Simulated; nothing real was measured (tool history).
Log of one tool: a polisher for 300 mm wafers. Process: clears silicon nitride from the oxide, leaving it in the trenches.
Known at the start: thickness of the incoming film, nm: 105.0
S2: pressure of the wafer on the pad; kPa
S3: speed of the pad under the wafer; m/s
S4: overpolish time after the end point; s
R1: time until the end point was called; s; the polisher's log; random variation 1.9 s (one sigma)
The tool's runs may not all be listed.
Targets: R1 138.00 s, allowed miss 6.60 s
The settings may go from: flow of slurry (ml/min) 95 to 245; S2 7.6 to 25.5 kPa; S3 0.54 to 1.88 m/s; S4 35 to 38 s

run 1 hour=0.0 | flow_of_slurry_(ml/min)=155 S2=16.5 S3=1.20 S4=35 | R1=112.07
run 2 hour=7.7 | flow_of_slurry_(ml/min)=155 S2=15.9 S3=1.20 S4=35 | R1=113.32
run 3 hour=11.2 | flow_of_slurry_(ml/min)=155 S2=15.9 S3=1.20 S4=35 | R1=117.05
run 4 hour=12.5 | flow_of_slurry_(ml/min)=155 S2=11.7 S3=1.20 S4=35 | R1=159.32
run 5 hour=16.8 | flow_of_slurry_(ml/min)=155 S2=11.7 S3=1.20 S4=35 | R1=150.74
run 6 hour=23.7 | flow_of_slurry_(ml/min)=155 S2=11.7 S3=0.98 S4=35 | R1=186.55
run 7 hour=25.4 | flow_of_slurry_(ml/min)=155 S2=12.4 S3=0.98 S4=35 | R1=179.88
run 8 hour=32.6 | flow_of_slurry_(ml/min)=155 S2=13.1 S3=0.98 S4=35 | R1=164.86
run 9 hour=33.7 | flow_of_slurry_(ml/min)=160 S2=14.5 S3=0.98 S4=35 | R1=151.75

Which of these 5 next moves meets every target?
run A hour=34.8 | flow_of_slurry_(ml/min)=150 S2=15.9 S3=0.76 S4=35 | R1=?
run B hour=34.8 | flow_of_slurry_(ml/min)=180 S2=13.1 S3=0.90 S4=38 | R1=?
run C hour=34.8 | flow_of_slurry_(ml/min)=145 S2=15.9 S3=1.02 S4=35 | R1=?
run D hour=34.8 | flow_of_slurry_(ml/min)=150 S2=14.5 S3=0.94 S4=35 | R1=?
run E hour=34.8 | flow_of_slurry_(ml/min)=150 S2=13.8 S3=1.06 S4=35 | R1=?

move=A R1=180.69
move=B R1=180.56
move=C R1=136.88
move=D R1=160.96
move=E R1=150.27
A: further off than the last run
B: further off than the last run
C: meets every target
D: further off than the last run
E: nearer than the last run, and not there yet
The right move is C.

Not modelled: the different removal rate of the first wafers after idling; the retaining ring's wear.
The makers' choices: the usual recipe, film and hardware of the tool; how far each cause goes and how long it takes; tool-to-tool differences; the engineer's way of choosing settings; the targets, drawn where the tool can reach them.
